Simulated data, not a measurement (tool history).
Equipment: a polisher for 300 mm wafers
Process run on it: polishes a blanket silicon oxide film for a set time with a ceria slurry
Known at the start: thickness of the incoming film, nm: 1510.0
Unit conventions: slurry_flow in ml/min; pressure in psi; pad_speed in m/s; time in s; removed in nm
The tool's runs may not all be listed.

Run 1, day 0: slurry_flow 200 ml/min, pressure 2.7 psi, pad_speed 1.28 m/s, time 80 s. Result: removed 322.51 nm.
Run 2, day 0.058: slurry_flow 200 ml/min, pressure 2.7 psi, pad_speed 1.58 m/s, time 80 s. Result: removed 385.95 nm.
Run 3, day 0.217: slurry_flow 200 ml/min, pressure 2.7 psi, pad_speed 1.44 m/s, time 80 s. Result: removed 359.65 nm.
Run 4, day 0.308: slurry_flow 200 ml/min, pressure 2.2 psi, pad_speed 1.44 m/s, time 80 s. Result: removed 292.82 nm.
Run 5, day 0.483: slurry_flow 190 ml/min, pressure 2 psi, pad_speed 1.44 m/s, time 80 s. Result: removed 269.09 nm.
Run 6, day 0.558: slurry_flow 190 ml/min, pressure 2 psi, pad_speed 1.44 m/s, time 84 s. Result: removed 279.65 nm.
Run 7, day 0.646: slurry_flow 180 ml/min, pressure 1.8 psi, pad_speed 1.44 m/s, time 84 s. Result: removed 253.44 nm.
Run 8, day 0.971: slurry_flow 165 ml/min, pressure 1.7 psi, pad_speed 1.44 m/s, time 84 s. Result: removed 235.6 nm.
Run 9, day 1.204: slurry_flow 155 ml/min, pressure 1.7 psi, pad_speed 1.44 m/s, time 84 s. Result: removed 229.59 nm.
Run 10, day 1.238: slurry_flow 145 ml/min, pressure 1.7 psi, pad_speed 1.44 m/s, time 84 s. Result: removed 227.14 nm.
Run 11, day 1.596: slurry_flow 140 ml/min, pressure 1.7 psi, pad_speed 1.44 m/s, time 84 s. Result: removed 226.05 nm.
Run 12, day 1.788: slurry_flow 135 ml/min, pressure 1.7 psi, pad_speed 1.44 m/s, time 84 s. Result: removed 224.83 nm.
Run 13, day 2.062: slurry_flow 130 ml/min, pressure 1.7 psi, pad_speed 1.44 m/s, time 84 s. Result: removed 221.12 nm.

Run 14 is up next; what results do you expect?
Run 14, day 2.254: slurry_flow 125 ml/min, pressure 1.7 psi, pad_speed 1.44 m/s, time 84 s. Result: removed ?.

Run 14 produced removed 220.12 nm.

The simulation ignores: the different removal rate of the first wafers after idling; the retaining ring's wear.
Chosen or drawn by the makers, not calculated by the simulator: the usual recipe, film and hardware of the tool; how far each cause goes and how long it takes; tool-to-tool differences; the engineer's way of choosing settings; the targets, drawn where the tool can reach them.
